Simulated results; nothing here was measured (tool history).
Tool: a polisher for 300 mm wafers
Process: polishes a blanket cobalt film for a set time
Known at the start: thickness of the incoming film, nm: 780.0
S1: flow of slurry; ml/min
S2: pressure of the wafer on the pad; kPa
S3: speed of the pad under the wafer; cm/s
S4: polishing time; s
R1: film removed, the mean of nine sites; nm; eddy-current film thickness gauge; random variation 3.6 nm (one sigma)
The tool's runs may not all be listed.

Run 1, hour 0.0: S1 300 ml/min, S2 9.7 kPa, S3 128 cm/s, S4 44 s. Result: R1 159.25 nm.
Run 2, hour 0.8: S1 300 ml/min, S2 11.0 kPa, S3 130 cm/s, S4 44 s. Result: R1 185.35 nm.
Run 3, hour 8.1: S1 300 ml/min, S2 11.0 kPa, S3 130 cm/s, S4 40 s. Result: R1 167.58 nm.
Run 4, hour 11.6: S1 300 ml/min, S2 12.4 kPa, S3 132 cm/s, S4 40 s. Result: R1 190.03 nm.
Run 5, hour 16.4: S1 300 ml/min, S2 12.4 kPa, S3 132 cm/s, S4 40 s. Result: R1 184.15 nm.
Run 6, hour 20.9: S1 300 ml/min, S2 13.1 kPa, S3 136 cm/s, S4 40 s. Result: R1 202.56 nm.
Run 7, hour 26.0: S1 300 ml/min, S2 13.8 kPa, S3 138 cm/s, S4 40 s. Result: R1 211.99 nm.
Run 8, hour 31.2: S1 300 ml/min, S2 13.8 kPa, S3 140 cm/s, S4 40 s. Result: R1 212.22 nm.

Forecast run 9:
Run 9, hour 40.1: S1 300 ml/min, S2 13.8 kPa, S3 144 cm/s, S4 40 s. Result: R1 ?.

Run 9 gave R1 221.92 nm.
